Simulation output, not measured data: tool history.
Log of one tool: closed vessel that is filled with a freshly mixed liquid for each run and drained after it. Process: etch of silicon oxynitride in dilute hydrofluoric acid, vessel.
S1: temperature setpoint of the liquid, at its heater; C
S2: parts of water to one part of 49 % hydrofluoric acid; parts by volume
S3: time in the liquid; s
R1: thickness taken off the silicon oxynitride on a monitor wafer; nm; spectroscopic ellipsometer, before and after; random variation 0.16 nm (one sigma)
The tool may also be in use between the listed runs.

{"run": 1, "hour": 0.0, "S1": 20.0, "S2": 180, "S3": 1470, "R1": 16.678}
{"run": 2, "hour": 1.3, "S1": 20.0, "S2": 245, "S3": 1470, "R1": 11.812}
{"run": 3, "hour": 9.0, "S1": 18.0, "S2": 245, "S3": 1470, "R1": 10.836}
{"run": 4, "hour": 11.6, "S1": 18.0, "S2": 185, "S3": 1470, "R1": 15.024}
{"run": 5, "hour": 13.2, "S1": 20.0, "S2": 185, "S3": 1470, "R1": 16.227}
{"run": 6, "hour": 20.9, "S1": 21.5, "S2": 185, "S3": 1470, "R1": 17.576}

Run 7 comes next. What will it give?
{"run": 7, "hour": 24.6, "S1": 22.5, "S2": 185, "S3": 1470, "R1": "?"}

R1: 18.362 nm
